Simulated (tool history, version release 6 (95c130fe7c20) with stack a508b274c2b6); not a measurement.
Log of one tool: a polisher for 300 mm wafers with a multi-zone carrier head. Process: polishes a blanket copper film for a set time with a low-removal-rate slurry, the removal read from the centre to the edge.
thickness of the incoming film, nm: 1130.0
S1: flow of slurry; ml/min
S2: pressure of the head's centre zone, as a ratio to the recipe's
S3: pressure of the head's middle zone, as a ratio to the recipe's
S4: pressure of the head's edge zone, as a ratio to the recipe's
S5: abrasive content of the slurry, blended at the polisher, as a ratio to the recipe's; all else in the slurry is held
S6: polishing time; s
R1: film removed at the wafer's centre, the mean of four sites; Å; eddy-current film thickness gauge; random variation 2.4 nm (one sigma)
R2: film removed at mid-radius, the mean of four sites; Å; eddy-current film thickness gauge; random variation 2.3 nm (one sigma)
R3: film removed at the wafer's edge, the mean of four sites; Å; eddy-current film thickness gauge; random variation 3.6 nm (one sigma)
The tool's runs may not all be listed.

{"run": 1, "hour": 0.0, "S1": 315, "S2": 1.0, "S3": 1.0, "S4": 1.0, "S5": 1.0, "S6": 86, "R1": 1940.7, "R2": 1911.1, "R3": 1869.2}
{"run": 2, "hour": 5.4, "S1": 315, "S2": 0.93, "S3": 1.0, "S4": 1.0, "S5": 1.0, "S6": 86, "R1": 1801.5, "R2": 1904.2, "R3": 1906.6}
{"run": 3, "hour": 9.9, "S1": 315, "S2": 0.92, "S3": 1.0, "S4": 1.02, "S5": 1.1, "S6": 87, "R1": 1841.2, "R2": 1971.9, "R3": 1981.5}
{"run": 4, "hour": 10.5, "S1": 315, "S2": 0.91, "S3": 1.0, "S4": 1.04, "S5": 1.15, "S6": 88, "R1": 1820.0, "R2": 2002.0, "R3": 2049.8}
{"run": 5, "hour": 16.6, "S1": 315, "S2": 0.91, "S3": 1.0, "S4": 1.04, "S5": 1.25, "S6": 88, "R1": 1857.3, "R2": 2071.0, "R3": 2066.0}
{"run": 6, "hour": 22.0, "S1": 315, "S2": 0.91, "S3": 0.92, "S4": 1.04, "S5": 1.25, "S6": 88, "R1": 1908.9, "R2": 1931.4, "R3": 2139.7}
{"run": 7, "hour": 29.9, "S1": 315, "S2": 0.91, "S3": 0.93, "S4": 1.05, "S5": 1.3, "S6": 89, "R1": 1899.0, "R2": 2013.1, "R3": 2157.5}
{"run": 8, "hour": 37.3, "S1": 315, "S2": 0.91, "S3": 0.93, "S4": 1.06, "S5": 1.35, "S6": 90, "R1": 1968.0, "R2": 2033.5, "R3": 2183.4}
{"run": 9, "hour": 43.4, "S1": 315, "S2": 0.9, "S3": 0.93, "S4": 1.07, "S5": 1.35, "S6": 91, "R1": 1948.6, "R2": 2048.7, "R3": 2259.3}

Run 10 comes next. What will it give?
{"run": 10, "hour": 48.4, "S1": 315, "S2": 0.9, "S3": 0.94, "S4": 1.08, "S5": 1.4, "S6": 92, "R1": "?", "R2": "?", "R3": "?"}

R1: 2019.6 Å
R2: 2108.2 Å
R3: 2249.2 Å
